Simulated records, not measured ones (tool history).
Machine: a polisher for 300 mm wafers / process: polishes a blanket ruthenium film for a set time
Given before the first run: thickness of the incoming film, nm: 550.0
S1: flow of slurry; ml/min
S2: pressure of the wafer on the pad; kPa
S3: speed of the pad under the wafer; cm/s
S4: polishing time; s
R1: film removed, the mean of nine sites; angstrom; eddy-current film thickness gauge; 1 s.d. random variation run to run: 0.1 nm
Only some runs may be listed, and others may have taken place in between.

{"run": 1, "hour": 0.0, "S1": 315, "S2": 9.7, "S3": 82, "S4": 41, "R1": 281.48}
{"run": 2, "hour": 2.4, "S1": 315, "S2": 9, "S3": 82, "S4": 41, "R1": 266.69}
{"run": 3, "hour": 9.2, "S1": 315, "S2": 9, "S3": 96, "S4": 41, "R1": 308.27}
{"run": 4, "hour": 17.8, "S1": 315, "S2": 9, "S3": 114, "S4": 41, "R1": 368.47}
{"run": 5, "hour": 18.4, "S1": 370, "S2": 9, "S3": 114, "S4": 41, "R1": 369.19}
{"run": 6, "hour": 26.2, "S1": 370, "S2": 8.3, "S3": 110, "S4": 41, "R1": 343.54}
{"run": 7, "hour": 31.6, "S1": 360, "S2": 7.6, "S3": 104, "S4": 41, "R1": 300.48}
{"run": 8, "hour": 34.5, "S1": 355, "S2": 6.9, "S3": 100, "S4": 41, "R1": 271.14}

What will run 9 give?
{"run": 9, "hour": 35.9, "S1": 350, "S2": 4.1, "S3": 78, "S4": 41, "R1": "?"}

Run 9 gave R1 155.63 angstrom.

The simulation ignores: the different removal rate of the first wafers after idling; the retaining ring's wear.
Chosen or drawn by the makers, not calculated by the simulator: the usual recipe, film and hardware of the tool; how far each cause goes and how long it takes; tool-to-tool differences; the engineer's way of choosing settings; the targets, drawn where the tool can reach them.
